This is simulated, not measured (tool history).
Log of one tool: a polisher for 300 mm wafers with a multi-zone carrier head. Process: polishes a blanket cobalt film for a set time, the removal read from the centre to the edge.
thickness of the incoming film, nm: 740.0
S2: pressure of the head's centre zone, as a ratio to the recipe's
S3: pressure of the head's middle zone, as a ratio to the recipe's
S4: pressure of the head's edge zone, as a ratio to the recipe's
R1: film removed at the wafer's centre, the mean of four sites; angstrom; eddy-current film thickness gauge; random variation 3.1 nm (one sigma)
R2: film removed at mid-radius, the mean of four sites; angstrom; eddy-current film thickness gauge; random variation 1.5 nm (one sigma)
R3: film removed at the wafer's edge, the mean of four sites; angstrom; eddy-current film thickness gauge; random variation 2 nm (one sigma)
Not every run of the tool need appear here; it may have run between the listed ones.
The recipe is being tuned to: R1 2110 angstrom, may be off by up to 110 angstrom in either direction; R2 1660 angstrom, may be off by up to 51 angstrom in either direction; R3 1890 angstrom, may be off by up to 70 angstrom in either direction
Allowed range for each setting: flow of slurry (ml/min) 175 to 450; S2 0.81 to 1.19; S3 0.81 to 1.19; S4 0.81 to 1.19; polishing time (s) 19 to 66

run 1 day=0 | flow_of_slurry_(ml/min)=290 S2=1 S3=1 S4=1 polishing_time_(s)=42 | R1=2210.1 R2=2147.1 R3=2125.7
run 2 day=0.212 | flow_of_slurry_(ml/min)=290 S2=1.01 S3=0.98 S4=0.99 polishing_time_(s)=42 | R1=2253.1 R2=2118.7 R3=2157.2
run 3 day=0.412 | flow_of_slurry_(ml/min)=290 S2=1.02 S3=0.97 S4=0.98 polishing_time_(s)=41 | R1=2161 R2=2039.1 R3=2102
run 4 day=0.779 | flow_of_slurry_(ml/min)=290 S2=1.02 S3=0.97 S4=0.98 polishing_time_(s)=34 | R1=1768.7 R2=1694.3 R3=1726.5
run 5 day=0.967 | flow_of_slurry_(ml/min)=290 S2=1.1 S3=0.97 S4=0.98 polishing_time_(s)=34 | R1=1958.5 R2=1667.2 R3=1730.6
run 6 day=1.154 | flow_of_slurry_(ml/min)=290 S2=1.1 S3=0.97 S4=0.93 polishing_time_(s)=34 | R1=1906.1 R2=1707.2 R3=1685.8
run 7 day=1.438 | flow_of_slurry_(ml/min)=290 S2=1.1 S3=0.97 S4=0.93 polishing_time_(s)=34 | R1=1964.6 R2=1682.5 R3=1696.9
run 8 day=1.488 | flow_of_slurry_(ml/min)=290 S2=1.1 S3=0.96 S4=0.94 polishing_time_(s)=34 | R1=1916.6 R2=1682.4 R3=1699.6
run 9 day=1.671 | flow_of_slurry_(ml/min)=290 S2=1.1 S3=0.95 S4=0.95 polishing_time_(s)=34 | R1=2008.2 R2=1654.7 R3=1709.4
run 10 day=1.925 | flow_of_slurry_(ml/min)=295 S2=1.04 S3=0.92 S4=1.05 polishing_time_(s)=36 | R1=1966.2 R2=1725.1 R3=1855.2
run 11 day=1.954 | flow_of_slurry_(ml/min)=295 S2=1.05 S3=0.91 S4=1.05 polishing_time_(s)=36 | R1=2020.8 R2=1718.2 R3=1924.2
run 12 day=2.029 | flow_of_slurry_(ml/min)=295 S2=1.06 S3=0.91 S4=1.05 polishing_time_(s)=36 | R1=1984.6 R2=1709.8 R3=1911.8
run 13 day=2.279 | flow_of_slurry_(ml/min)=295 S2=1.07 S3=0.91 S4=1.05 polishing_time_(s)=36 | R1=2014 R2=1758.7 R3=1897.9
run 14 day=2.408 | flow_of_slurry_(ml/min)=295 S2=1.08 S3=0.9 S4=1.05 polishing_time_(s)=36 | R1=2056.8 R2=1719.2 R3=1906.4

Exactly one of the 5 candidate moves below puts every result within its allowed miss. Which one?
run A day=2.538 | flow_of_slurry_(ml/min)=330 S2=0.95 S3=0.81 S4=1.1 polishing_time_(s)=37 | R1=? R2=? R3=?
run B day=2.538 | flow_of_slurry_(ml/min)=375 S2=1.08 S3=0.95 S4=0.98 polishing_time_(s)=36 | R1=? R2=? R3=?
run C day=2.538 | flow_of_slurry_(ml/min)=270 S2=1.13 S3=0.88 S4=1.02 polishing_time_(s)=39 | R1=? R2=? R3=?
run D day=2.538 | flow_of_slurry_(ml/min)=370 S2=1.13 S3=0.87 S4=1.08 polishing_time_(s)=35 | R1=? R2=? R3=?
run E day=2.538 | flow_of_slurry_(ml/min)=345 S2=1.1 S3=0.91 S4=1.01 polishing_time_(s)=36 | R1=? R2=? R3=?

move=A R1=1827.4 R2=1672.9 R3=1979.7
move=B R1=2050.2 R2=1823.6 R3=1845.5
move=C R1=2241.1 R2=1817.7 R3=1984.5
move=D R1=2082.7 R2=1671.4 R3=1870.9
move=E R1=2071.5 R2=1759.7 R3=1859.6
A: corrects the largest miss of the last run, while another result sits out of spec
B: misses by more than the last run did
C: misses by more than the last run did
D: all results in spec
E: misses by more than the last run did
Move D is the one to make.

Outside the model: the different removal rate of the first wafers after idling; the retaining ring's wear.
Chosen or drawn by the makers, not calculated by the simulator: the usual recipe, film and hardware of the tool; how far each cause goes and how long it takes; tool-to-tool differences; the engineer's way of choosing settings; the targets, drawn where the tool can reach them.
